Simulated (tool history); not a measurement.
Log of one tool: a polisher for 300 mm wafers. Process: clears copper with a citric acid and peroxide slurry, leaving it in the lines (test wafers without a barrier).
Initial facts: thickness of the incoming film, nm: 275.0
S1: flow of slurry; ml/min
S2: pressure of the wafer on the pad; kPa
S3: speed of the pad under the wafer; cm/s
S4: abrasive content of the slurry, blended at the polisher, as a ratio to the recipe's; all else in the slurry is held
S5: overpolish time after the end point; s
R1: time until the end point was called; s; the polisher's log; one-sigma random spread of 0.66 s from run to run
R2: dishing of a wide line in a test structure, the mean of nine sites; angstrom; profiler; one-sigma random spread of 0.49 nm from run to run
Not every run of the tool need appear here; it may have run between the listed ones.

run 1 day=0 | S1=300 S2=23.4 S3=110 S4=1 S5=25 | R1=87.223 R2=567.25
run 2 day=0.283 | S1=260 S2=23.4 S3=110 S4=1 S5=25 | R1=87.36 R2=553.3
run 3 day=0.421 | S1=260 S2=28.3 S3=110 S4=1 S5=25 | R1=73.758 R2=639.75
run 4 day=0.571 | S1=260 S2=28.3 S3=110 S4=0.9 S5=25 | R1=75.979 R2=627.73
run 5 day=0.596 | S1=190 S2=28.3 S3=110 S4=0.9 S5=25 | R1=78.086 R2=625.37
run 6 day=0.938 | S1=275 S2=25.5 S3=112 S4=1.1 S5=20 | R1=76.324 R2=528.05
run 7 day=1.079 | S1=245 S2=24.1 S3=114 S4=1.2 S5=16 | R1=77.522 R2=414.5
run 8 day=1.371 | S1=230 S2=24.1 S3=114 S4=1.25 S5=14 | R1=78.564 R2=381.39
run 9 day=1.417 | S1=180 S2=23.4 S3=122 S4=1.5 S5=8 | R1=73.777 R2=242.15
run 10 day=1.783 | S1=260 S2=23.4 S3=120 S4=1.35 S5=9 | R1=74.262 R2=270.12

Predict the results of run 11:
-- day=2.133 worn pad replaced by a new one
run 11 day=2.133 | S1=255 S2=24.1 S3=120 S4=1.3 S5=10 | R1=? R2=?

For run 11 the tool returned R1 67.84 s, R2 323.36 angstrom.
